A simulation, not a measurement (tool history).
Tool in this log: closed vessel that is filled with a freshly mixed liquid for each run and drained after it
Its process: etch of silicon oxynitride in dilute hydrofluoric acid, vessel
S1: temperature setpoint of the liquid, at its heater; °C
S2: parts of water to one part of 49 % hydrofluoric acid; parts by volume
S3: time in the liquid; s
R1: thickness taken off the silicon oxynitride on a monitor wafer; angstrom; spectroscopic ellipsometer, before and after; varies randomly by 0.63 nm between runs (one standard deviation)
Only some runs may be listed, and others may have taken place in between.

Run 1, hour 0.0: S1 25.0 °C, S2 65 parts by volume, S3 2695 s. Result: R1 619.49 angstrom.
Run 2, hour 7.7: S1 26.0 °C, S2 60 parts by volume, S3 2695 s. Result: R1 707.69 angstrom.
Run 3, hour 13.6: S1 26.0 °C, S2 60 parts by volume, S3 2900 s. Result: R1 764.59 angstrom.
Run 4, hour 18.8: S1 26.0 °C, S2 60 parts by volume, S3 2695 s. Result: R1 700.73 angstrom.
Run 5, hour 26.6: S1 27.0 °C, S2 55 parts by volume, S3 2700 s. Result: R1 815.48 angstrom.
Run 6, hour 32.2: S1 23.5 °C, S2 55 parts by volume, S3 2700 s. Result: R1 683.20 angstrom.
Run 7, hour 37.4: S1 25.0 °C, S2 50 parts by volume, S3 2700 s. Result: R1 812.34 angstrom.
Run 8, hour 43.9: S1 26.0 °C, S2 45 parts by volume, S3 2700 s. Result: R1 960.49 angstrom.
Run 9, hour 47.4: S1 27.0 °C, S2 45 parts by volume, S3 2700 s. Result: R1 1001.10 angstrom.
Run 10, hour 50.9: S1 28.0 °C, S2 45 parts by volume, S3 2700 s. Result: R1 1053.40 angstrom.
Run 11, hour 59.6: S1 28.5 °C, S2 45 parts by volume, S3 2700 s. Result: R1 1082.10 angstrom.
Run 12, hour 65.8: S1 28.5 °C, S2 45 parts by volume, S3 2700 s. Result: R1 1078.00 angstrom.
Run 13, hour 72.2: S1 32.5 °C, S2 25 parts by volume, S3 2710 s. Result: R1 2382.60 angstrom.

Run 14 is up next; what results do you expect?
Run 14, hour 75.0: S1 32.0 °C, S2 25 parts by volume, S3 2710 s. Result: R1 ?.

{"run 14": {"R1": 2338.7}}

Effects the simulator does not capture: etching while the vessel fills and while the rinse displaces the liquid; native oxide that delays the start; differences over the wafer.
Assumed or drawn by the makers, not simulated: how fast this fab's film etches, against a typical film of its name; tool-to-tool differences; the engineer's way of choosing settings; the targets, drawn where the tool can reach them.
